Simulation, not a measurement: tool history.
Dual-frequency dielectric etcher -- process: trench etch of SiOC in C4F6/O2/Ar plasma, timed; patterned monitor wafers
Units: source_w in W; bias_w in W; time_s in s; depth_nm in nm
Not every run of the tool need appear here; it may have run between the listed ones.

| run | day | source_w | bias_w | time_s | depth_nm |
|---|---|---|---|---|---|
| 1 | 0.000 | 430 | 144 | 23.5 | 49.235 |
| 2 | 0.362 | 460 | 147 | 23.5 | 50.611 |
| 3 | 0.396 | 460 | 147 | 23.5 | 50.698 |
| 4 | 0.558 | 460 | 163 | 23.5 | 52.160 |
| 5 | 0.704 | 460 | 163 | 23.5 | 52.791 |
| 6 | 0.796 | 460 | 163 | 24.5 | 54.268 |

For run 7, what comes out?
| 7 | 1.162 | 470 | 164 | 24.5 | ? |

{"run 7": {"depth_nm": 54.226}}
